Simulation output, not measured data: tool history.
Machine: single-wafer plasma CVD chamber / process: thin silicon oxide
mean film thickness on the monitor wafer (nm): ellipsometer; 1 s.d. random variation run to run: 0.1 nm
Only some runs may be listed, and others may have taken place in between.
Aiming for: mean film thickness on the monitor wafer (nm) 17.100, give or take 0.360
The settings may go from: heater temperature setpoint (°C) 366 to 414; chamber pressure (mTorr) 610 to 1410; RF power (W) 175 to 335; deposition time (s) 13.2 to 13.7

run  hour  heater temperature setpoint (°C)  chamber pressure (mTorr)  RF power (W)  deposition time (s)  mean film thickness on the monitor wafer (nm)
  1   0.0                               390                      1010           255                 13.2                                         28.135
  2   1.8                               396                      1010           255                 13.2                                         27.946
  3   7.1                               396                      1010           255                 13.7                                         29.275
  4  13.2                               396                      1010           255                 13.2                                         28.127
  5  18.4                               396                      1010           255                 13.2                                         28.015
  6  22.0                               402                      1010           255                 13.2                                         28.116
  7  28.5                               390                       810           215                 13.2                                         20.721
  8  31.4                               390                       750           215                 13.2                                         18.815
  9  38.7                               390                       730           215                 13.2                                         18.107
 10  46.1                               390                       720           215                 13.2                                         18.002

Which of these 5 next moves meets every target?
  A  53.5                               394                       780           215                 13.2                                              ?
  B  53.5                               395                       750           220                 13.6                                              ?
  C  53.5                               395                       750           210                 13.7                                              ?
  D  53.5                               399                       740           210                 13.7                                              ?
  E  53.5                               385                       700           210                 13.4                                              ?

move  mean film thickness on the monitor wafer (nm)
   A                                         19.876
   B                                         19.652
   C                                         19.376
   D                                         18.992
   E                                         17.364
A: moves away from the targets compared with the last run
B: moves away from the targets compared with the last run
C: moves away from the targets compared with the last run
D: moves away from the targets compared with the last run
E: hits every target within its allowed miss
The move that meets every target is E.
